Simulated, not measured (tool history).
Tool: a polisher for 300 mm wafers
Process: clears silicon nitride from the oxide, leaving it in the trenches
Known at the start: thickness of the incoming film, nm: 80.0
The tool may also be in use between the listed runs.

| run | hour | flow of slurry (ml/min) | pressure of the wafer on the pad (psi) | speed of the pad under the wafer (m/s) | overpolish time after the end point (s) | time until the end point was called (s) |
|---|---|---|---|---|---|---|
| 1 | 0.0 | 140 | 3.0 | 1.26 | 4 | 76.806 |
| 2 | 3.6 | 125 | 3.0 | 1.26 | 4 | 79.501 |
| 3 | 8.0 | 120 | 2.7 | 1.26 | 4 | 87.841 |
| 4 | 14.5 | 120 | 2.5 | 1.24 | 4 | 93.104 |
| 5 | 18.7 | 120 | 2.3 | 1.22 | 4 | 102.450 |
| 6 | 24.0 | 120 | 2.9 | 1.22 | 4 | 84.806 |

Forecast run 7:
| 7 | 28.0 | 120 | 2.7 | 1.20 | 4 | ? |

{"run 7": {"time until the end point was called (s)": 91.221}}

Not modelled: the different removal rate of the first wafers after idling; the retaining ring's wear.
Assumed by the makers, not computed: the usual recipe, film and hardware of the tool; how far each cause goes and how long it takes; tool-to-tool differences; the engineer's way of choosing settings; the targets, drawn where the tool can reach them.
